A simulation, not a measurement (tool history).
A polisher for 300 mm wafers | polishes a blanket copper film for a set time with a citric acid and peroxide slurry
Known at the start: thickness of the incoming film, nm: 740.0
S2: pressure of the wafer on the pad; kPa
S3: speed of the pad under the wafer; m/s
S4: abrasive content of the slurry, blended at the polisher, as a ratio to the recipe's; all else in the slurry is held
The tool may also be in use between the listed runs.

{"run": 1, "hour": 0.0, "flow of slurry (ml/min)": 225, "S2": 24.8, "S3": 0.88, "S4": 1, "polishing time (s)": 31, "film removed (nm)": 66.247}
{"run": 2, "hour": 1.1, "flow of slurry (ml/min)": 225, "S2": 24.8, "S3": 0.88, "S4": 1.15, "polishing time (s)": 31, "film removed (nm)": 68.565}
{"run": 3, "hour": 8.9, "flow of slurry (ml/min)": 225, "S2": 24.8, "S3": 0.88, "S4": 1.15, "polishing time (s)": 28, "film removed (nm)": 62.427}
{"run": 4, "hour": 15.4, "flow of slurry (ml/min)": 230, "S2": 26.2, "S3": 0.88, "S4": 1.15, "polishing time (s)": 28, "film removed (nm)": 64.589}
{"run": 5, "hour": 18.7, "flow of slurry (ml/min)": 230, "S2": 27.6, "S3": 0.88, "S4": 1.15, "polishing time (s)": 28, "film removed (nm)": 67.148}
{"run": 6, "hour": 23.9, "flow of slurry (ml/min)": 230, "S2": 33.1, "S3": 0.88, "S4": 1.15, "polishing time (s)": 28, "film removed (nm)": 76.067}
{"run": 7, "hour": 31.9, "flow of slurry (ml/min)": 230, "S2": 33.8, "S3": 0.88, "S4": 1.15, "polishing time (s)": 28, "film removed (nm)": 77.676}
{"run": 8, "hour": 39.0, "flow of slurry (ml/min)": 230, "S2": 33.8, "S3": 0.88, "S4": 1.15, "polishing time (s)": 28, "film removed (nm)": 78.85}
{"run": 9, "hour": 47.4, "flow of slurry (ml/min)": 230, "S2": 34.5, "S3": 0.88, "S4": 1.15, "polishing time (s)": 28, "film removed (nm)": 78.673}
{"run": 10, "hour": 55.9, "flow of slurry (ml/min)": 230, "S2": 35.2, "S3": 0.88, "S4": 1.15, "polishing time (s)": 28, "film removed (nm)": 80.757}
{"run": 11, "hour": 64.9, "flow of slurry (ml/min)": 230, "S2": 35.9, "S3": 0.88, "S4": 1.15, "polishing time (s)": 28, "film removed (nm)": 80.71}
{"run": 12, "hour": 68.3, "flow of slurry (ml/min)": 235, "S2": 36.5, "S3": 0.88, "S4": 1.15, "polishing time (s)": 28, "film removed (nm)": 82.689}
{"run": 13, "hour": 76.5, "flow of slurry (ml/min)": 235, "S2": 37.2, "S3": 0.88, "S4": 1.15, "polishing time (s)": 28, "film removed (nm)": 84.772}
{"run": 14, "hour": 82.7, "flow of slurry (ml/min)": 240, "S2": 37.2, "S3": 0.88, "S4": 1.15, "polishing time (s)": 28, "film removed (nm)": 84.034}

Forecast run 15:
{"run": 15, "hour": 88.2, "flow of slurry (ml/min)": 240, "S2": 38.6, "S3": 0.9, "S4": 1.15, "polishing time (s)": 28, "film removed (nm)": "?"}

{"run 15": {"film removed (nm)": 87.971}}
